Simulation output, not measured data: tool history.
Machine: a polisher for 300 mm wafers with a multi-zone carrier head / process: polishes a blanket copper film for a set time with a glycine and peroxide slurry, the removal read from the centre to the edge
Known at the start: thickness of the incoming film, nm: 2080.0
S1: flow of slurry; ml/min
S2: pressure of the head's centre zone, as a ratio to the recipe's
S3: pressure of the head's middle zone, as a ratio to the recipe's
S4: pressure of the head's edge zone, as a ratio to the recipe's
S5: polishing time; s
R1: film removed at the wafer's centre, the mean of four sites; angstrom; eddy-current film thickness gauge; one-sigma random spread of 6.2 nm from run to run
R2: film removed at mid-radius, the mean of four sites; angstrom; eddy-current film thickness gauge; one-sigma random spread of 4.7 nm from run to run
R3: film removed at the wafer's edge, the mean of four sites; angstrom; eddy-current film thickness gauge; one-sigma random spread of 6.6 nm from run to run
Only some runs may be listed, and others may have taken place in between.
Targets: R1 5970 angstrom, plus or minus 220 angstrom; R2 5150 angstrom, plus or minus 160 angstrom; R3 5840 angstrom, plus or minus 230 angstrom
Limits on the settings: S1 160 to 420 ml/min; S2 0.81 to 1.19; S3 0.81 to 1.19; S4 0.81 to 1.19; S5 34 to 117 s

Run 1, hour 0: S1 270 ml/min, S2 1, S3 1, S4 1, S5 75 s. Result: R1 4771 angstrom, R2 4517.1 angstrom, R3 4664.3 angstrom.
Run 2, hour 9: S1 270 ml/min, S2 1.07, S3 1, S4 1, S5 75 s. Result: R1 5001.1 angstrom, R2 4539.6 angstrom, R3 4718.6 angstrom.
Run 3, hour 17: S1 300 ml/min, S2 1.07, S3 1, S4 1, S5 75 s. Result: R1 5110 angstrom, R2 4642.7 angstrom, R3 4668.7 angstrom.
Run 4, hour 25.8: S1 300 ml/min, S2 1.07, S3 1, S4 1, S5 91 s. Result: R1 6195.5 angstrom, R2 5600.6 angstrom, R3 5700.2 angstrom.
Run 5, hour 27.4: S1 300 ml/min, S2 1.07, S3 1, S4 1.04, S5 91 s. Result: R1 6177.3 angstrom, R2 5591.9 angstrom, R3 5892 angstrom.
Run 6, hour 34.3: S1 300 ml/min, S2 1.07, S3 1, S4 1, S5 91 s. Result: R1 6244.3 angstrom, R2 5676.6 angstrom, R3 5820 angstrom.
Run 7, hour 40.6: S1 295 ml/min, S2 1.07, S3 0.99, S4 1, S5 91 s. Result: R1 6229.8 angstrom, R2 5494.6 angstrom, R3 5781.9 angstrom.
Run 8, hour 49.6: S1 290 ml/min, S2 1.07, S3 0.99, S4 1, S5 91 s. Result: R1 6194.3 angstrom, R2 5695 angstrom, R3 5736.9 angstrom.
Run 9, hour 55.4: S1 295 ml/min, S2 1.07, S3 0.98, S4 1.01, S5 91 s. Result: R1 6181 angstrom, R2 5523.3 angstrom, R3 5743.4 angstrom.
Run 10, hour 63: S1 290 ml/min, S2 1.07, S3 0.97, S4 1.02, S5 91 s. Result: R1 6225.9 angstrom, R2 5432.7 angstrom, R3 5914.9 angstrom.

Below are 4 possible settings for the next run. Only one of them brings all results inside the allowed miss of their targets. Which is it?
Run A, hour 70.6: S1 285 ml/min, S2 0.98, S3 1.01, S4 1.1, S5 90 s. Result: R1 ?, R2 ?, R3 ?.
Run B, hour 70.6: S1 275 ml/min, S2 1.06, S3 0.92, S4 1.08, S5 89 s. Result: R1 ?, R2 ?, R3 ?.
Run C, hour 70.6: S1 160 ml/min, S2 1.02, S3 0.97, S4 1.08, S5 95 s. Result: R1 ?, R2 ?, R3 ?.
Run D, hour 70.6: S1 265 ml/min, S2 0.98, S3 0.95, S4 1.15, S5 97 s. Result: R1 ?, R2 ?, R3 ?.

move      R1      R2      R3
   A  5572.4  5567.3  5954.4
   B  5910.4  5068.1  5830.7
   C  5508.7  5174.9  5825.1
   D  5947.5  5650.6  6507.7
A: misses by more than the last run did
B: hits every target within its allowed miss
C: puts the biggest miss on target and leaves a different result outside tolerance
D: misses by more than the last run did
Correct choice: B, which meets every target
